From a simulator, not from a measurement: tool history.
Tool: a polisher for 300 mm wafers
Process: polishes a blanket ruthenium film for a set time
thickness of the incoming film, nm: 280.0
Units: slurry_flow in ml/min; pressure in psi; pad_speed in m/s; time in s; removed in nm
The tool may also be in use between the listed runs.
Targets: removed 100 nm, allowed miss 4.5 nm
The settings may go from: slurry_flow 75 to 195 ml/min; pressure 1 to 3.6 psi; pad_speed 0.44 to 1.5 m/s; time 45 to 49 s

{"run": 1, "day": 0.0, "slurry_flow": 125, "pressure": 2.3, "pad_speed": 0.96, "time": 49, "removed": 59.206}
{"run": 2, "day": 0.371, "slurry_flow": 130, "pressure": 2.6, "pad_speed": 0.96, "time": 49, "removed": 65.127}
{"run": 3, "day": 0.604, "slurry_flow": 130, "pressure": 2.6, "pad_speed": 1.12, "time": 49, "removed": 77.628}
{"run": 4, "day": 0.946, "slurry_flow": 130, "pressure": 2.8, "pad_speed": 1.12, "time": 49, "removed": 80.737}
{"run": 5, "day": 1.242, "slurry_flow": 130, "pressure": 2.3, "pad_speed": 1.12, "time": 49, "removed": 68.274}
{"run": 6, "day": 1.346, "slurry_flow": 130, "pressure": 2.3, "pad_speed": 1.22, "time": 49, "removed": 73.556}
{"run": 7, "day": 1.683, "slurry_flow": 130, "pressure": 2.5, "pad_speed": 1.22, "time": 49, "removed": 80.82}
{"run": 8, "day": 1.979, "slurry_flow": 130, "pressure": 2.6, "pad_speed": 1.22, "time": 49, "removed": 82.256}
{"run": 9, "day": 2.012, "slurry_flow": 135, "pressure": 2.7, "pad_speed": 1.22, "time": 49, "removed": 85.225}
{"run": 10, "day": 2.204, "slurry_flow": 135, "pressure": 2.8, "pad_speed": 1.22, "time": 49, "removed": 90.732}
{"run": 11, "day": 2.233, "slurry_flow": 140, "pressure": 2.9, "pad_speed": 1.22, "time": 49, "removed": 93.923}

5 next moves are on the table. One of them brings every result within its allowed miss. Which?
{"run": "A", "day": 2.262, "slurry_flow": 125, "pressure": 3, "pad_speed": 1.16, "time": 47, "removed": "?"}
{"run": "B", "day": 2.262, "slurry_flow": 155, "pressure": 3.2, "pad_speed": 1.32, "time": 48, "removed": "?"}
{"run": "C", "day": 2.262, "slurry_flow": 150, "pressure": 2.9, "pad_speed": 1.14, "time": 49, "removed": "?"}
{"run": "D", "day": 2.262, "slurry_flow": 155, "pressure": 2.9, "pad_speed": 1.22, "time": 45, "removed": "?"}
{"run": "E", "day": 2.262, "slurry_flow": 135, "pressure": 3.3, "pad_speed": 1.18, "time": 48, "removed": "?"}

move=A removed=86.007
move=B removed=110.39
move=C removed=88.216
move=D removed=87.034
move=E removed=99.511
A: further off than the last run
B: takes the result that was furthest off past its target
C: further off than the last run
D: further off than the last run
E: meets every target
Answer: E
